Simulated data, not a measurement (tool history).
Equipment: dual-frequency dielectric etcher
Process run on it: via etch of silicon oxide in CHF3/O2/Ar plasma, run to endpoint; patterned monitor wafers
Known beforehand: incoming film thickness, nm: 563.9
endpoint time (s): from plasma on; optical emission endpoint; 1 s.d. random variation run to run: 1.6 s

Run 1, hour 0: source power (kW) 0.49, bias power (kW) 0.13. Result: endpoint time (s) 365.5.
Run 2, hour 0.8: source power (kW) 0.43, bias power (kW) 0.13. Result: endpoint time (s) 387.84.
Run 3, hour 5.6: source power (kW) 0.43, bias power (kW) 0.147. Result: endpoint time (s) 375.61.
Run 4, hour 12.7: source power (kW) 0.39, bias power (kW) 0.145. Result: endpoint time (s) 391.65.
Run 5, hour 18.5: source power (kW) 0.39, bias power (kW) 0.137. Result: endpoint time (s) 399.84.
Run 6, hour 23.9: source power (kW) 0.37, bias power (kW) 0.136. Result: endpoint time (s) 407.47.
Run 7, hour 26.7: source power (kW) 0.36, bias power (kW) 0.136. Result: endpoint time (s) 416.59.

The next listed run, before its measurement:
Run 8, hour 29.6: source power (kW) 0.36, bias power (kW) 0.136. Result: endpoint time (s) ?.

endpoint time (s): 412.87
